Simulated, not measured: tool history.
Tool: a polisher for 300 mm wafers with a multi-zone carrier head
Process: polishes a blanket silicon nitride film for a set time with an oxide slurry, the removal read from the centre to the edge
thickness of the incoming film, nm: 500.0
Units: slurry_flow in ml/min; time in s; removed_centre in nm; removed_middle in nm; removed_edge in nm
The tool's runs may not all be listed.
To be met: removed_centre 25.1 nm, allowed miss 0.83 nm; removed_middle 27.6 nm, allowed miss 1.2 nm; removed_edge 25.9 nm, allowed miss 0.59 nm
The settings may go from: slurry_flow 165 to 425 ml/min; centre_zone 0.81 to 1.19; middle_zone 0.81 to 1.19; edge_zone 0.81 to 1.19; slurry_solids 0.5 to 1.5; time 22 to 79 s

run 1 day=0 | slurry_flow=275 centre_zone=1 middle_zone=1 edge_zone=1 slurry_solids=1 time=50 | removed_centre=23.061 removed_middle=23.628 removed_edge=22.664
run 2 day=0.292 | slurry_flow=275 centre_zone=1 middle_zone=1 edge_zone=1 slurry_solids=1.15 time=50 | removed_centre=23.897 removed_middle=24.802 removed_edge=24.623
run 3 day=0.562 | slurry_flow=275 centre_zone=1 middle_zone=1 edge_zone=1 slurry_solids=1.15 time=39 | removed_centre=18.976 removed_middle=19.29 removed_edge=19.095
run 4 day=0.754 | slurry_flow=275 centre_zone=1 middle_zone=1 edge_zone=1 slurry_solids=1.15 time=27 | removed_centre=12.996 removed_middle=13.454 removed_edge=13.268
run 5 day=0.788 | slurry_flow=275 centre_zone=1 middle_zone=1.07 edge_zone=1 slurry_solids=1.15 time=27 | removed_centre=13.021 removed_middle=14.303 removed_edge=13.16
run 6 day=1.15 | slurry_flow=280 centre_zone=1.01 middle_zone=1.08 edge_zone=1.02 slurry_solids=1.2 time=29 | removed_centre=14.675 removed_middle=15.511 removed_edge=14.48
run 7 day=1.288 | slurry_flow=280 centre_zone=1 middle_zone=1.09 edge_zone=1.03 slurry_solids=1.25 time=31 | removed_centre=15.567 removed_middle=17.006 removed_edge=15.854
run 8 day=1.354 | slurry_flow=285 centre_zone=1 middle_zone=1.1 edge_zone=1.05 slurry_solids=1.3 time=32 | removed_centre=16.439 removed_middle=18.393 removed_edge=16.682
run 9 day=1.496 | slurry_flow=285 centre_zone=1 middle_zone=1.1 edge_zone=1.05 slurry_solids=1.3 time=32 | removed_centre=16.768 removed_middle=18.271 removed_edge=16.807
run 10 day=1.871 | slurry_flow=290 centre_zone=1 middle_zone=1.1 edge_zone=1.07 slurry_solids=1.35 time=33 | removed_centre=17.352 removed_middle=18.638 removed_edge=17.909
run 11 day=1.967 | slurry_flow=290 centre_zone=1 middle_zone=1.11 edge_zone=1.08 slurry_solids=1.35 time=34 | removed_centre=17.771 removed_middle=20.18 removed_edge=18.185
run 12 day=2.3 | slurry_flow=295 centre_zone=1 middle_zone=1.1 edge_zone=1.09 slurry_solids=1.35 time=35 | removed_centre=18.494 removed_middle=20.362 removed_edge=18.884
run 13 day=2.554 | slurry_flow=295 centre_zone=1 middle_zone=1.1 edge_zone=1.1 slurry_solids=1.35 time=36 | removed_centre=18.867 removed_middle=20.897 removed_edge=19.395
run 14 day=2.921 | slurry_flow=295 centre_zone=1 middle_zone=1.1 edge_zone=1.11 slurry_solids=1.35 time=37 | removed_centre=19.231 removed_middle=21.338 removed_edge=20.195
run 15 day=3.279 | slurry_flow=300 centre_zone=1 middle_zone=1.11 edge_zone=1.12 slurry_solids=1.35 time=38 | removed_centre=19.93 removed_middle=22.02 removed_edge=20.813
run 16 day=3.592 | slurry_flow=305 centre_zone=1 middle_zone=1.12 edge_zone=1.13 slurry_solids=1.35 time=39 | removed_centre=20.741 removed_middle=23.16 removed_edge=21.362
run 17 day=3.708 | slurry_flow=310 centre_zone=1 middle_zone=1.12 edge_zone=1.14 slurry_solids=1.35 time=39 | removed_centre=20.097 removed_middle=23.647 removed_edge=21.362
run 18 day=4.021 | slurry_flow=310 centre_zone=1 middle_zone=1.12 edge_zone=1.14 slurry_solids=1.35 time=39 | removed_centre=20.424 removed_middle=22.917 removed_edge=21.278
run 19 day=4.167 | slurry_flow=310 centre_zone=1 middle_zone=1.12 edge_zone=1.14 slurry_solids=1.35 time=40 | removed_centre=21.462 removed_middle=24.028 removed_edge=22.082
run 20 day=4.267 | slurry_flow=335 centre_zone=1.02 middle_zone=1.12 edge_zone=1.19 slurry_solids=1.5 time=43 | removed_centre=23.883 removed_middle=26.318 removed_edge=25.027

5 next moves are on the table. One of them brings every result within its allowed miss. Which?
run A day=4.367 | slurry_flow=320 centre_zone=1.02 middle_zone=1.13 edge_zone=1.17 slurry_solids=1.45 time=45 | removed_centre=? removed_middle=? removed_edge=?
run B day=4.367 | slurry_flow=330 centre_zone=0.93 middle_zone=1.08 edge_zone=1.19 slurry_solids=1.5 time=44 | removed_centre=? removed_middle=? removed_edge=?
run C day=4.367 | slurry_flow=320 centre_zone=0.91 middle_zone=1.05 edge_zone=1.19 slurry_solids=1.5 time=43 | removed_centre=? removed_middle=? removed_edge=?
run D day=4.367 | slurry_flow=345 centre_zone=0.97 middle_zone=1.14 edge_zone=1.19 slurry_solids=1.5 time=41 | removed_centre=? removed_middle=? removed_edge=?
run E day=4.367 | slurry_flow=320 centre_zone=1.1 middle_zone=1.16 edge_zone=1.12 slurry_solids=1.5 time=41 | removed_centre=? removed_middle=? removed_edge=?

move=A removed_centre=24.974 removed_middle=27.192 removed_edge=25.829
move=B removed_centre=22.567 removed_middle=25.958 removed_edge=25.809
move=C removed_centre=21.525 removed_middle=24.72 removed_edge=25.194
move=D removed_centre=22.017 removed_middle=25.402 removed_edge=24.081
move=E removed_centre=24.864 removed_middle=25.647 removed_edge=23.394
A: meets every target
B: brings the result that was furthest off to its target, and leaves another outside
C: further off than the last run
D: further off than the last run
E: further off than the last run
The right move is A.
